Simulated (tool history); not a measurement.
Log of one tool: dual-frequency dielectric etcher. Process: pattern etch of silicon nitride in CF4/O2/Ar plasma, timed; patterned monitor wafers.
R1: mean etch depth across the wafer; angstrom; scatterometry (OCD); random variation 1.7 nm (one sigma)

{"run": 1, "hour": 0.0, "source power (kW)": 0.73, "bias power (kW)": 0.046, "Ar flow (sccm)": 74, "CF4 flow (sccm)": 79, "etch time (s)": 115.5, "R1": 2875.9}
{"run": 2, "hour": 7.0, "source power (kW)": 0.73, "bias power (kW)": 0.046, "Ar flow (sccm)": 74, "CF4 flow (sccm)": 79, "etch time (s)": 120.5, "R1": 3086.8}
{"run": 3, "hour": 8.9, "source power (kW)": 0.61, "bias power (kW)": 0.046, "Ar flow (sccm)": 74, "CF4 flow (sccm)": 79, "etch time (s)": 120.5, "R1": 2558.6}
{"run": 4, "hour": 9.8, "source power (kW)": 0.61, "bias power (kW)": 0.046, "Ar flow (sccm)": 74, "CF4 flow (sccm)": 79, "etch time (s)": 120.5, "R1": 2564.5}
{"run": 5, "hour": 15.0, "source power (kW)": 0.73, "bias power (kW)": 0.046, "Ar flow (sccm)": 74, "CF4 flow (sccm)": 79, "etch time (s)": 120.5, "R1": 2994.1}
{"run": 6, "hour": 24.0, "source power (kW)": 0.66, "bias power (kW)": 0.046, "Ar flow (sccm)": 74, "CF4 flow (sccm)": 79, "etch time (s)": 120.5, "R1": 2803.8}
{"run": 7, "hour": 25.2, "source power (kW)": 0.65, "bias power (kW)": 0.046, "Ar flow (sccm)": 74, "CF4 flow (sccm)": 79, "etch time (s)": 120.5, "R1": 2702.1}
{"run": 8, "hour": 29.3, "source power (kW)": 0.64, "bias power (kW)": 0.046, "Ar flow (sccm)": 74, "CF4 flow (sccm)": 79, "etch time (s)": 120.5, "R1": 2719.3}

Run 9 comes next. What will it give?
{"run": 9, "hour": 30.3, "source power (kW)": 0.63, "bias power (kW)": 0.046, "Ar flow (sccm)": 74, "CF4 flow (sccm)": 79, "etch time (s)": 120.5, "R1": "?"}

{"run 9": {"R1": 2629.2}}
